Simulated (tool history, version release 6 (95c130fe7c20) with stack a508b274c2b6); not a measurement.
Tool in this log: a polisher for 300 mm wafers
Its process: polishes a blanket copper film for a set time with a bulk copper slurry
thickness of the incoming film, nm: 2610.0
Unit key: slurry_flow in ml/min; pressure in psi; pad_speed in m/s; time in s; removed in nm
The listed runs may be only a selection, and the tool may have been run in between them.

| run | day | slurry_flow | pressure | pad_speed | slurry_solids | time | removed |
|---|---|---|---|---|---|---|---|
| 1 | 0 | 225 | 2.1 | 0.98 | 1 | 35 | 203.27 |
| 2 | 0.021 | 235 | 2.3 | 0.98 | 1 | 35 | 213.43 |
| 3 | 0.246 | 210 | 2.3 | 0.98 | 1 | 35 | 210.66 |
| 4 | 0.388 | 235 | 2.5 | 0.98 | 1 | 35 | 224.38 |
| 5 | 0.454 | 235 | 2.7 | 1 | 1 | 35 | 244.92 |
| 6 | 0.558 | 235 | 2.7 | 1 | 0.85 | 35 | 236.23 |
| 7 | 0.642 | 235 | 2.9 | 1.02 | 0.85 | 35 | 254.04 |

What does the tool deliver on the next run?
| 8 | 0.867 | 240 | 3 | 1.04 | 0.85 | 35 | ? |

For run 8 the tool returned removed 260.89 nm.
